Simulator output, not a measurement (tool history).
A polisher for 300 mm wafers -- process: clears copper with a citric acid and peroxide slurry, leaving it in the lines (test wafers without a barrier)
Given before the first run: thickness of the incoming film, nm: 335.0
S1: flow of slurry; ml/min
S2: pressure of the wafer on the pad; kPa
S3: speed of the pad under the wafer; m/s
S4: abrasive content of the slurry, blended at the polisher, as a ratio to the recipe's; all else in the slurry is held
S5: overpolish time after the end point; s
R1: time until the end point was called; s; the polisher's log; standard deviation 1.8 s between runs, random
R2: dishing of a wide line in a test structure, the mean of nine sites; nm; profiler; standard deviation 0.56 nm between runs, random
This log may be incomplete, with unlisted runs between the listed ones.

run,hour,S1,S2,S3,S4,S5,R1,R2
1,0.0,265,15.9,1.24,1.00,12,161.57,17.591
2,7.9,265,17.2,1.24,1.00,12,149.05,19.289
3,9.9,200,17.2,1.24,1.00,12,158.28,17.774
4,17.5,200,17.2,1.24,1.15,12,150.10,18.905
5,18.4,200,17.9,1.24,1.15,13,150.58,20.328
6,22.4,200,17.9,1.24,1.35,13,143.41,21.388
7,26.6,200,18.6,1.24,1.35,13,136.02,22.002

Estimate the outcome of run 8 from the log above:
8,35.1,200,19.3,1.26,1.35,14,?,?

{"run 8": {"R1": 132.63, "R2": 24.717}}
